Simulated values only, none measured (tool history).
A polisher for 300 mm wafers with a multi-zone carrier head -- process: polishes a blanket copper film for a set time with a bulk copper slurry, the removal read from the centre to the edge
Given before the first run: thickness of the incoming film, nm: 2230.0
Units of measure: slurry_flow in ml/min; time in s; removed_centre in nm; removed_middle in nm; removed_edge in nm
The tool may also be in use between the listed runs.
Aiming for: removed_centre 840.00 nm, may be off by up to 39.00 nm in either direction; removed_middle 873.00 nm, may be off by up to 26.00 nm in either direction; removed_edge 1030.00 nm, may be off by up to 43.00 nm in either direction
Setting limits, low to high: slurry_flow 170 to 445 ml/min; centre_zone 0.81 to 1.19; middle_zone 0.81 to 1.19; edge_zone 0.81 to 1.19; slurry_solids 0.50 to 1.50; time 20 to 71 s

| run | hour | slurry_flow | centre_zone | middle_zone | edge_zone | slurry_solids | time | removed_centre | removed_middle | removed_edge |
|---|---|---|---|---|---|---|---|---|---|---|
| 1 | 0.0 | 285 | 1.00 | 1.00 | 1.00 | 1.00 | 45 | 673.74 | 682.46 | 668.64 |
| 2 | 0.8 | 285 | 0.99 | 0.99 | 1.02 | 1.05 | 46 | 702.10 | 712.89 | 692.23 |
| 3 | 6.7 | 275 | 0.97 | 0.97 | 1.04 | 1.05 | 48 | 731.50 | 722.57 | 739.58 |
| 4 | 15.1 | 270 | 0.95 | 0.97 | 1.06 | 1.05 | 49 | 716.16 | 744.88 | 770.34 |
| 5 | 22.5 | 270 | 0.88 | 0.97 | 1.06 | 1.05 | 49 | 654.09 | 749.79 | 760.69 |
| 6 | 28.1 | 270 | 0.88 | 0.97 | 1.06 | 0.90 | 49 | 649.97 | 710.41 | 734.42 |
| 7 | 36.7 | 265 | 0.88 | 0.96 | 1.07 | 0.95 | 50 | 654.12 | 729.81 | 760.50 |
| 8 | 41.2 | 290 | 0.98 | 0.86 | 1.17 | 1.20 | 58 | 924.68 | 826.53 | 968.70 |
| 9 | 42.6 | 290 | 0.97 | 0.86 | 1.17 | 1.20 | 58 | 881.54 | 831.29 | 977.27 |
| 10 | 45.3 | 290 | 0.96 | 0.86 | 1.17 | 1.20 | 58 | 891.55 | 828.33 | 968.35 |
| 11 | 49.3 | 290 | 0.95 | 0.86 | 1.17 | 1.20 | 58 | 870.03 | 815.71 | 964.11 |
| 12 | 51.6 | 290 | 0.94 | 0.86 | 1.17 | 1.20 | 58 | 857.99 | 832.15 | 961.66 |

Exercise: of the 4 proposed moves below, exactly one satisfies all targets within the stated allowed misses. Which move is it?
| A | 53.9 | 310 | 0.93 | 0.81 | 1.19 | 1.15 | 60 | ? | ? | ? |
| B | 53.9 | 260 | 0.87 | 0.86 | 1.19 | 1.15 | 62 | ? | ? | ? |
| C | 53.9 | 355 | 0.99 | 0.94 | 1.02 | 1.20 | 54 | ? | ? | ? |
| D | 53.9 | 315 | 1.01 | 0.98 | 1.05 | 1.30 | 53 | ? | ? | ? |

| move | removed_centre | removed_middle | removed_edge |
|---|---|---|---|
| A | 914.41 | 823.99 | 1029.90 |
| B | 868.41 | 874.58 | 1047.90 |
| C | 895.31 | 851.20 | 872.99 |
| D | 901.98 | 870.20 | 877.79 |
A: gets the furthest-off result to its target, but another result is out of tolerance
B: all results land within tolerance of their targets
C: lands further from the targets than the last run did
D: lands further from the targets than the last run did
So the answer is move B, the one that meets all the targets.
